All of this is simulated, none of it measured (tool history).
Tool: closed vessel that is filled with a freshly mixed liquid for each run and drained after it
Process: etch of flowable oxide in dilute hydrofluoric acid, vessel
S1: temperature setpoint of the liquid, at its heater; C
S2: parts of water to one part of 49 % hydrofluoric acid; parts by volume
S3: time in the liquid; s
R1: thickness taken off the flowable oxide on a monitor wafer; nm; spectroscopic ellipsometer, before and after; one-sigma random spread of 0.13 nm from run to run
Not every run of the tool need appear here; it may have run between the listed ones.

run	hour	S1	S2	S3	R1
1	0	20	110	30	12.027
2	7.5	22.5	105	30	13.769
3	9.4	22.5	125	30	11.269
4	18.5	20	125	30	10.298
5	22.8	20	125	30	10.272
6	30.6	22.5	115	30	12.445
7	36.4	24	105	30	14.791
8	39.7	25	100	30	16.26
9	44.8	26	95	30	17.853
10	50.7	26.5	95	30	18.278
11	53.3	27	95	30	18.436

Forecast run 12:
12	55.3	27.5	95	30	?

R1: 18.875 nm
